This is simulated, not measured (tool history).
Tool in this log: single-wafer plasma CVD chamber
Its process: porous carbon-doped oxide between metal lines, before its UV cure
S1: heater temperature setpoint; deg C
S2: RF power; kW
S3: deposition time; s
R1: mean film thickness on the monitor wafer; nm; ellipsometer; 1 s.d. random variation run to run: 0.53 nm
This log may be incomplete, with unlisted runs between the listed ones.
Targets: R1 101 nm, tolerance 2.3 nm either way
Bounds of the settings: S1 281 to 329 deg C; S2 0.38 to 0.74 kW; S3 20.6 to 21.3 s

run 1 day=0 | S1=305 S2=0.56 S3=20.6 | R1=121.55
run 2 day=0.217 | S1=309 S2=0.545 S3=20.6 | R1=114.71
run 3 day=0.35 | S1=312 S2=0.54 S3=20.6 | R1=111.54
run 4 day=0.662 | S1=312 S2=0.585 S3=20.6 | R1=122.36
run 5 day=0.717 | S1=312 S2=0.585 S3=20.6 | R1=121.82
run 6 day=0.921 | S1=315 S2=0.57 S3=20.6 | R1=116.61
run 7 day=1.254 | S1=327 S2=0.51 S3=20.6 | R1=96.862
run 8 day=1.404 | S1=326 S2=0.51 S3=20.6 | R1=97.283

Below are 5 possible settings for the next run. Only one of them brings all results inside the allowed miss of their targets. Which is it?
run A day=1.554 | S1=323 S2=0.505 S3=21.1 | R1=?
run B day=1.554 | S1=329 S2=0.495 S3=20.6 | R1=?
run C day=1.554 | S1=324 S2=0.48 S3=21.3 | R1=?
run D day=1.554 | S1=325 S2=0.5 S3=20.6 | R1=?
run E day=1.554 | S1=329 S2=0.485 S3=20.8 | R1=?

move=A R1=100.35
move=B R1=93.023
move=C R1=95.114
move=D R1=95.996
move=E R1=91.746
A: each result inside its tolerance
B: further off than the last run
C: further off than the last run
D: further off than the last run
E: further off than the last run
Correct choice: A, which meets every target
